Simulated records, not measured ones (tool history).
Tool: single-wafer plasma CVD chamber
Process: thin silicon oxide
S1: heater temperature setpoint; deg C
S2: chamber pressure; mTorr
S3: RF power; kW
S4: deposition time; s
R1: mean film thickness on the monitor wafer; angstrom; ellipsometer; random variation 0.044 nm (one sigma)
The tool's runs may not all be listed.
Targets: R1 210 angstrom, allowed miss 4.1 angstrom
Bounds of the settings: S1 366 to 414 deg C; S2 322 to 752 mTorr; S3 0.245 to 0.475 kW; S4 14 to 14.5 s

Run 1, hour 0: S1 390 deg C, S2 537 mTorr, S3 0.36 kW, S4 14 s. Result: R1 184.74 angstrom.
Run 2, hour 0.6: S1 390 deg C, S2 537 mTorr, S3 0.315 kW, S4 14 s. Result: R1 178.4 angstrom.
Run 3, hour 9.5: S1 390 deg C, S2 554 mTorr, S3 0.315 kW, S4 14 s. Result: R1 182.9 angstrom.
Run 4, hour 15.8: S1 390 deg C, S2 554 mTorr, S3 0.315 kW, S4 14.5 s. Result: R1 190.06 angstrom.
Run 5, hour 24.8: S1 390 deg C, S2 565 mTorr, S3 0.315 kW, S4 14.5 s. Result: R1 194.29 angstrom.
Run 6, hour 32.6: S1 390 deg C, S2 565 mTorr, S3 0.315 kW, S4 14 s. Result: R1 187.7 angstrom.
Run 7, hour 40.1: S1 390 deg C, S2 577 mTorr, S3 0.315 kW, S4 14 s. Result: R1 190.48 angstrom.
Run 8, hour 46.1: S1 390 deg C, S2 588 mTorr, S3 0.315 kW, S4 14 s. Result: R1 194.82 angstrom.
Run 9, hour 47.6: S1 390 deg C, S2 597 mTorr, S3 0.315 kW, S4 14 s. Result: R1 196.78 angstrom.
Run 10, hour 49.3: S1 390 deg C, S2 605 mTorr, S3 0.315 kW, S4 14 s. Result: R1 200.01 angstrom.
Run 11, hour 53.8: S1 390 deg C, S2 611 mTorr, S3 0.315 kW, S4 14 s. Result: R1 201.52 angstrom.
Run 12, hour 55.8: S1 390 deg C, S2 611 mTorr, S3 0.315 kW, S4 14 s. Result: R1 201.17 angstrom.
Run 13, hour 57.3: S1 390 deg C, S2 611 mTorr, S3 0.315 kW, S4 14 s. Result: R1 201.44 angstrom.
Run 14, hour 61.5: S1 390 deg C, S2 616 mTorr, S3 0.315 kW, S4 14 s. Result: R1 202.23 angstrom.
Run 15, hour 66.3: S1 390 deg C, S2 621 mTorr, S3 0.315 kW, S4 14 s. Result: R1 203.93 angstrom.
Run 16, hour 67.9: S1 390 deg C, S2 625 mTorr, S3 0.315 kW, S4 14 s. Result: R1 205.77 angstrom.

4 next moves are on the table. One of them brings every result within its allowed miss. Which?
Run A, hour 69.5: S1 402 deg C, S2 653 mTorr, S3 0.26 kW, S4 14.5 s. Result: R1 ?.
Run B, hour 69.5: S1 384 deg C, S2 596 mTorr, S3 0.335 kW, S4 14 s. Result: R1 ?.
Run C, hour 69.5: S1 373 deg C, S2 650 mTorr, S3 0.25 kW, S4 14 s. Result: R1 ?.
Run D, hour 69.5: S1 374 deg C, S2 624 mTorr, S3 0.35 kW, S4 14.5 s. Result: R1 ?.

move      R1
   A  209.39
   B  201.43
   C  203.55
   D   222.3
A: meets every target
B: further off than the last run
C: further off than the last run
D: takes the result that was furthest off past its target
The right move is A.
